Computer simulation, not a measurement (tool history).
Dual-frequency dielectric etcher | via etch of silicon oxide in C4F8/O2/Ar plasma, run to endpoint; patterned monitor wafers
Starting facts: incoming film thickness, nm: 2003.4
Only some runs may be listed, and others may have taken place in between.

run,hour,source power (W),bias power (W),endpoint time (s)
1,0,1670,1776,382.39
2,3,1670,2071,371.33
3,4.9,1540,2010,387.81
4,5.9,1300,2010,411.17
5,9.8,1240,1987,420.69
6,12.6,1500,1987,387.79

What does the tool deliver on the next run?
7,15,1410,1951,?

For run 7 the tool returned endpoint time (s) 399.93.
